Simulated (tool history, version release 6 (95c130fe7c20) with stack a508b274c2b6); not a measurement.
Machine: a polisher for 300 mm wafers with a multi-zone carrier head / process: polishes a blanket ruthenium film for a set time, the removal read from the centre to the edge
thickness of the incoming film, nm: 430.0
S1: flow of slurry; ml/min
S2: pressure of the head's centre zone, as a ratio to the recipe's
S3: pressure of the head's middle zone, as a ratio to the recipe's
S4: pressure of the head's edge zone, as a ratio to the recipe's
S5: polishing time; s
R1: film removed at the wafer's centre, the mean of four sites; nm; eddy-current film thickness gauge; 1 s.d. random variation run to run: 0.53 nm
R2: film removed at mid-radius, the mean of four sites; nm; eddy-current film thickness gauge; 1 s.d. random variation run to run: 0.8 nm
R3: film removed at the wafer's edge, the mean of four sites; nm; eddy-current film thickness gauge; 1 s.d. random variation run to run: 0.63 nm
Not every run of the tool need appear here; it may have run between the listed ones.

Run 1, hour 0.0: S1 185 ml/min, S2 1.00, S3 1.00, S4 1.00, S5 42 s. Result: R1 49.746 nm, R2 48.575 nm, R3 47.165 nm.
Run 2, hour 4.1: S1 185 ml/min, S2 1.08, S3 1.00, S4 1.00, S5 42 s. Result: R1 51.703 nm, R2 49.143 nm, R3 49.265 nm.
Run 3, hour 8.3: S1 185 ml/min, S2 1.08, S3 1.00, S4 1.00, S5 34 s. Result: R1 42.490 nm, R2 38.920 nm, R3 39.466 nm.
Run 4, hour 12.2: S1 185 ml/min, S2 1.08, S3 1.00, S4 1.00, S5 40 s. Result: R1 50.138 nm, R2 46.734 nm, R3 46.134 nm.
Run 5, hour 16.1: S1 185 ml/min, S2 1.08, S3 1.00, S4 1.00, S5 51 s. Result: R1 63.425 nm, R2 58.535 nm, R3 58.171 nm.
Run 6, hour 18.1: S1 175 ml/min, S2 1.06, S3 1.00, S4 1.02, S5 51 s. Result: R1 62.839 nm, R2 58.723 nm, R3 58.661 nm.
Run 7, hour 22.1: S1 175 ml/min, S2 1.06, S3 1.00, S4 1.02, S5 51 s. Result: R1 62.613 nm, R2 59.465 nm, R3 58.575 nm.
Run 8, hour 29.4: S1 170 ml/min, S2 1.04, S3 0.99, S4 1.05, S5 51 s. Result: R1 60.246 nm, R2 57.764 nm, R3 58.657 nm.
Run 9, hour 33.8: S1 165 ml/min, S2 1.03, S3 0.98, S4 1.06, S5 51 s. Result: R1 59.176 nm, R2 56.838 nm, R3 59.236 nm.
Run 10, hour 40.5: S1 160 ml/min, S2 1.02, S3 0.98, S4 1.06, S5 51 s. Result: R1 58.275 nm, R2 56.848 nm, R3 60.192 nm.
Run 11, hour 44.7: S1 155 ml/min, S2 1.02, S3 0.98, S4 1.06, S5 51 s. Result: R1 57.577 nm, R2 56.789 nm, R3 58.140 nm.

The next listed run, before its measurement:
Run 12, hour 51.4: S1 155 ml/min, S2 1.02, S3 0.97, S4 1.07, S5 51 s. Result: R1 ?, R2 ?, R3 ?.

For run 12 the tool returned R1 58.816 nm, R2 56.718 nm, R3 59.494 nm.
